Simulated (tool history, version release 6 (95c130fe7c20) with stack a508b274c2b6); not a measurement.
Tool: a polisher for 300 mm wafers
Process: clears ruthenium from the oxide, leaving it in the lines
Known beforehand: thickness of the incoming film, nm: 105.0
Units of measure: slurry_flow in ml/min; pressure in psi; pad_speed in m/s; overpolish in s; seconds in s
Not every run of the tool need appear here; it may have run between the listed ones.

run 1 day=0 | slurry_flow=220 pressure=2.3 pad_speed=0.88 overpolish=17 | seconds=89.667
run 2 day=0.042 | slurry_flow=220 pressure=2 pad_speed=0.86 overpolish=17 | seconds=102.6
run 3 day=0.346 | slurry_flow=220 pressure=2 pad_speed=0.86 overpolish=18 | seconds=99.379
run 4 day=0.546 | slurry_flow=190 pressure=2 pad_speed=0.86 overpolish=18 | seconds=98.994
run 5 day=0.662 | slurry_flow=190 pressure=2 pad_speed=0.86 overpolish=17 | seconds=101.71
run 6 day=0.917 | slurry_flow=225 pressure=2 pad_speed=0.86 overpolish=17 | seconds=102.03

Run 7 is up next; what results do you expect?
run 7 day=1.15 | slurry_flow=225 pressure=1.7 pad_speed=0.84 overpolish=17 | seconds=?

seconds: 115.3 s
